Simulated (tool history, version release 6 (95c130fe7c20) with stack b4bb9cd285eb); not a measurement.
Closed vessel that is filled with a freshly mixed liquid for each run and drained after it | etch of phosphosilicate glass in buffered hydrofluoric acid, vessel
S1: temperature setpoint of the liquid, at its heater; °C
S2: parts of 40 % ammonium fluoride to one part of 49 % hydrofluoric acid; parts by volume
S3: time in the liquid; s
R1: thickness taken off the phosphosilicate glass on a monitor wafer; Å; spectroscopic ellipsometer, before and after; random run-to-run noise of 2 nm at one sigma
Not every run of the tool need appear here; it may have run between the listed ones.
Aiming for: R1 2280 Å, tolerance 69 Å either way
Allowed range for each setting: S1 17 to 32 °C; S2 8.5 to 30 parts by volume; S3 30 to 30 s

run 1 hour=0 | S1=25 S2=23.5 S3=30 | R1=1594.6
run 2 hour=8.7 | S1=25 S2=23.5 S3=30 | R1=1606.4
run 3 hour=13.5 | S1=26 S2=23.5 S3=30 | R1=1647
run 4 hour=18.3 | S1=27 S2=23 S3=30 | R1=1772.9
run 5 hour=26.6 | S1=27 S2=23 S3=30 | R1=1779.1
run 6 hour=34.4 | S1=27.5 S2=23 S3=30 | R1=1838.6
run 7 hour=34.9 | S1=27.5 S2=23 S3=30 | R1=1818.1
run 8 hour=42.4 | S1=28 S2=23 S3=30 | R1=1889.8
run 9 hour=48.8 | S1=28.5 S2=23 S3=30 | R1=1973.8
run 10 hour=54.6 | S1=29 S2=23 S3=30 | R1=2007.5
run 11 hour=55.3 | S1=29.5 S2=23 S3=30 | R1=2048.3
run 12 hour=58.4 | S1=30 S2=23 S3=30 | R1=2091.9
run 13 hour=62.4 | S1=31 S2=23 S3=30 | R1=2216.1

Next run, 4 choices. One meets every target within its allowed miss, the rest don't. Which?
run A hour=66.4 | S1=30.5 S2=21.5 S3=30 | R1=?
run B hour=66.4 | S1=30.5 S2=23.5 S3=30 | R1=?
run C hour=66.4 | S1=31.5 S2=26.5 S3=30 | R1=?
run D hour=66.4 | S1=30 S2=22.5 S3=30 | R1=?

move=A R1=2212.9
move=B R1=2082.5
move=C R1=2022.7
move=D R1=2089.4
A: in spec on every target
B: moves away from the targets compared with the last run
C: moves away from the targets compared with the last run
D: moves away from the targets compared with the last run
A meets every target.
